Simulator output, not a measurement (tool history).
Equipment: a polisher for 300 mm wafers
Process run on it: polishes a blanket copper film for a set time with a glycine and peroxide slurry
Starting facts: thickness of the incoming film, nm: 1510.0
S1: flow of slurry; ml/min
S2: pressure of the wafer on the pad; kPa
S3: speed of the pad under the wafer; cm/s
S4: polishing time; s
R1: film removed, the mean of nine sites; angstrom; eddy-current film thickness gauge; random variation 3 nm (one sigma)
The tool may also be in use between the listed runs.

run 1 hour=0 | S1=180 S2=22.8 S3=110 S4=38 | R1=2256.5
run 2 hour=8.6 | S1=180 S2=22.8 S3=126 S4=38 | R1=2563.9
run 3 hour=11.4 | S1=180 S2=22.8 S3=126 S4=34 | R1=2299.1
run 4 hour=15.7 | S1=180 S2=22.8 S3=110 S4=34 | R1=2010.8
run 5 hour=23.2 | S1=185 S2=25.5 S3=110 S4=34 | R1=2233.8
run 6 hour=30.3 | S1=225 S2=25.5 S3=110 S4=34 | R1=2297.5

Estimate the outcome of run 7 from the log above:
run 7 hour=33.2 | S1=225 S2=25.5 S3=110 S4=34 | R1=?

Run 7 measured R1 2272.4 angstrom.
